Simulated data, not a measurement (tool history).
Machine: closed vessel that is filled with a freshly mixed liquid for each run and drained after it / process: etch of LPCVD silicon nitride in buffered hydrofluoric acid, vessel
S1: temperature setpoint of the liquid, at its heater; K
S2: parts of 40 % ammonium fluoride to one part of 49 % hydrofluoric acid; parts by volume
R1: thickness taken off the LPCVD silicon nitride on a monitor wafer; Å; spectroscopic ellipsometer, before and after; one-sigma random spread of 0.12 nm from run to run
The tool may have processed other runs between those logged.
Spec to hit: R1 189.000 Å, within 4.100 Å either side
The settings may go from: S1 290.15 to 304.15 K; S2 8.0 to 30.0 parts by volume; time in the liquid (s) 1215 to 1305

run 1 hour=0.0 | S1=296.15 S2=22.5 time_in_the_liquid_(s)=1215 | R1=95.323
run 2 hour=5.1 | S1=296.15 S2=18.5 time_in_the_liquid_(s)=1215 | R1=110.480
run 3 hour=12.8 | S1=293.65 S2=18.5 time_in_the_liquid_(s)=1215 | R1=95.749
run 4 hour=21.1 | S1=293.65 S2=24.0 time_in_the_liquid_(s)=1215 | R1=78.198
run 5 hour=25.6 | S1=293.65 S2=24.0 time_in_the_liquid_(s)=1305 | R1=83.736
run 6 hour=28.3 | S1=293.65 S2=30.0 time_in_the_liquid_(s)=1305 | R1=72.693
run 7 hour=36.0 | S1=297.65 S2=23.0 time_in_the_liquid_(s)=1305 | R1=108.380
run 8 hour=44.7 | S1=299.15 S2=21.0 time_in_the_liquid_(s)=1305 | R1=125.700
run 9 hour=48.9 | S1=300.65 S2=19.5 time_in_the_liquid_(s)=1305 | R1=143.800
run 10 hour=57.3 | S1=301.65 S2=18.5 time_in_the_liquid_(s)=1305 | R1=160.640
run 11 hour=62.9 | S1=302.15 S2=18.0 time_in_the_liquid_(s)=1305 | R1=168.680
run 12 hour=68.2 | S1=302.65 S2=18.0 time_in_the_liquid_(s)=1305 | R1=172.330
run 13 hour=73.5 | S1=303.15 S2=18.0 time_in_the_liquid_(s)=1305 | R1=176.950
run 14 hour=81.2 | S1=303.65 S2=18.0 time_in_the_liquid_(s)=1305 | R1=181.860

Exactly one of the 5 candidate moves below puts every result within its allowed miss. Which one?
run A hour=88.9 | S1=304.15 S2=17.0 time_in_the_liquid_(s)=1255 | R1=?
run B hour=88.9 | S1=301.15 S2=16.0 time_in_the_liquid_(s)=1245 | R1=?
run C hour=88.9 | S1=303.65 S2=18.0 time_in_the_liquid_(s)=1250 | R1=?
run D hour=88.9 | S1=302.65 S2=17.5 time_in_the_liquid_(s)=1285 | R1=?
run E hour=88.9 | S1=300.15 S2=15.5 time_in_the_liquid_(s)=1300 | R1=?

move=A R1=187.500
move=B R1=168.700
move=C R1=172.040
move=D R1=172.560
move=E R1=172.350
A: meets every target
B: misses by more than the last run did
C: misses by more than the last run did
D: misses by more than the last run did
E: misses by more than the last run did
A is the move that brings every result within its allowed miss.
